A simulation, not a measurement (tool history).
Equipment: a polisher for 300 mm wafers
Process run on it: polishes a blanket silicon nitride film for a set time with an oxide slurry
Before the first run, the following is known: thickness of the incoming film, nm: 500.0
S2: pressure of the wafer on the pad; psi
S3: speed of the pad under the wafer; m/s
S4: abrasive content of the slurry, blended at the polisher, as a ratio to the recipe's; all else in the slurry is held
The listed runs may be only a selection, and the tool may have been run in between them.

run 1 hour=0 | flow_of_slurry_(ml/min)=145 S2=3.5 S3=1.18 S4=1 polishing_time_(s)=103 | film_removed_(nm)=77.405
run 2 hour=8.3 | flow_of_slurry_(ml/min)=145 S2=3.5 S3=1.18 S4=1 polishing_time_(s)=103 | film_removed_(nm)=77.406
run 3 hour=11.2 | flow_of_slurry_(ml/min)=150 S2=3.8 S3=1.18 S4=1 polishing_time_(s)=103 | film_removed_(nm)=85.007
run 4 hour=17.3 | flow_of_slurry_(ml/min)=180 S2=3.8 S3=1.18 S4=1 polishing_time_(s)=103 | film_removed_(nm)=88.728
run 5 hour=18.4 | flow_of_slurry_(ml/min)=185 S2=4 S3=1.18 S4=1 polishing_time_(s)=103 | film_removed_(nm)=90.726
run 6 hour=23.1 | flow_of_slurry_(ml/min)=185 S2=4.2 S3=1.18 S4=1 polishing_time_(s)=103 | film_removed_(nm)=95.718
run 7 hour=29.6 | flow_of_slurry_(ml/min)=185 S2=4.4 S3=1.18 S4=1 polishing_time_(s)=103 | film_removed_(nm)=99.855
run 8 hour=33 | flow_of_slurry_(ml/min)=185 S2=4.5 S3=1.18 S4=1 polishing_time_(s)=103 | film_removed_(nm)=102.35
run 9 hour=39.7 | flow_of_slurry_(ml/min)=185 S2=4.6 S3=1.18 S4=1 polishing_time_(s)=103 | film_removed_(nm)=105.3
run 10 hour=45.2 | flow_of_slurry_(ml/min)=185 S2=4.7 S3=1.18 S4=1 polishing_time_(s)=103 | film_removed_(nm)=107.18
run 11 hour=48.2 | flow_of_slurry_(ml/min)=185 S2=4.8 S3=1.18 S4=1 polishing_time_(s)=103 | film_removed_(nm)=107.23

What will run 12 give?
run 12 hour=51.1 | flow_of_slurry_(ml/min)=190 S2=4.9 S3=1.18 S4=1 polishing_time_(s)=103 | film_removed_(nm)=?

{"run 12": {"film removed (nm)": 111.08}}

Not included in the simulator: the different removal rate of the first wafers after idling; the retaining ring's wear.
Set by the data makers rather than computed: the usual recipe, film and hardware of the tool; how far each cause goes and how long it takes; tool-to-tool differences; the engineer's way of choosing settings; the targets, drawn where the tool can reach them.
